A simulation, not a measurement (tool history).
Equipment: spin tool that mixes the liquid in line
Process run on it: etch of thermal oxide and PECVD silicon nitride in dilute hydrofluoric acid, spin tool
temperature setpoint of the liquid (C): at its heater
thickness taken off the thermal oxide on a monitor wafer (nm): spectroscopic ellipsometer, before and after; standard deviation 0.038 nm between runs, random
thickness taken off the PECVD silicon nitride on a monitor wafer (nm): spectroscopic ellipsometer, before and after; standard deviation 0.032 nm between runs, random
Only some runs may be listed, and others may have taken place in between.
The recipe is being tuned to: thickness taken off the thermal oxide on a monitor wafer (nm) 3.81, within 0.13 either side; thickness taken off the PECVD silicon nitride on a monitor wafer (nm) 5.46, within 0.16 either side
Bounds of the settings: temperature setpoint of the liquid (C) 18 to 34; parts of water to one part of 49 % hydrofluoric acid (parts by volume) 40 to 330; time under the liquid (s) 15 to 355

run	hour	temperature setpoint of the liquid (C)	parts of water to one part of 49 % hydrofluoric acid (parts by volume)	time under the liquid (s)	thickness taken off the thermal oxide on a monitor wafer (nm)	thickness taken off the PECVD silicon nitride on a monitor wafer (nm)
1	0	26	185	180	4.5266	5.5902
2	5.8	26.5	195	185	4.543	5.6435
3	6.8	24.5	195	185	4.1333	4.9756
4	12.5	24.5	195	110	2.4775	2.963
5	16.6	26.5	195	110	2.6879	3.3656
6	18.1	27.5	195	110	2.8009	3.5649
7	24.1	28.5	195	110	2.853	3.7841
8	27	29	190	110	2.9552	4.0258
9	28.1	29.5	185	110	3.1436	4.264
10	30.9	30	180	110	3.3409	4.5102
11	33.6	33.5	175	110	3.8953	5.7282

Of the 4 settings listed for the next run, only one would bring every result within its allowed miss of target. Which one?
A	36.3	33.5	160	95	?	?
B	36.3	31.5	225	165	?	?
C	36.3	33	180	120	?	?
D	36.3	34	205	135	?	?

move	thickness taken off the thermal oxide on a monitor wafer (nm)	thickness taken off the PECVD silicon nitride on a monitor wafer (nm)
A	3.7492	5.4119
B	3.975	5.879
C	4.0266	5.8775
D	3.9778	6.1229
A: all results land within tolerance of their targets
B: lands further from the targets than the last run did
C: lands further from the targets than the last run did
D: lands further from the targets than the last run did
So the answer is move A, the one that meets all the targets.
